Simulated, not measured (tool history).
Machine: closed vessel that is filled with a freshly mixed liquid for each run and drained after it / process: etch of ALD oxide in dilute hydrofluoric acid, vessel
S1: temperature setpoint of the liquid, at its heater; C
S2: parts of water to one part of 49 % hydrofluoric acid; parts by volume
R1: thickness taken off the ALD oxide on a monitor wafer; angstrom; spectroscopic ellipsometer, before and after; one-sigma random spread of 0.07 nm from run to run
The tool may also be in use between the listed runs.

Run 1, hour 0.0: S1 25.0 C, S2 185 parts by volume, time in the liquid (s) 105. Result: R1 103.110 angstrom.
Run 2, hour 8.9: S1 24.0 C, S2 185 parts by volume, time in the liquid (s) 105. Result: R1 99.147 angstrom.
Run 3, hour 13.9: S1 27.5 C, S2 185 parts by volume, time in the liquid (s) 105. Result: R1 113.690 angstrom.
Run 4, hour 16.5: S1 27.5 C, S2 215 parts by volume, time in the liquid (s) 105. Result: R1 95.306 angstrom.
Run 5, hour 20.4: S1 27.0 C, S2 215 parts by volume, time in the liquid (s) 105. Result: R1 93.210 angstrom.
Run 6, hour 27.7: S1 27.0 C, S2 215 parts by volume, time in the liquid (s) 105. Result: R1 93.350 angstrom.
Run 7, hour 35.7: S1 26.5 C, S2 215 parts by volume, time in the liquid (s) 105. Result: R1 91.702 angstrom.

Run 8 comes next. What will it give?
Run 8, hour 43.0: S1 26.0 C, S2 215 parts by volume, time in the liquid (s) 105. Result: R1 ?.

R1: 91.503 angstrom
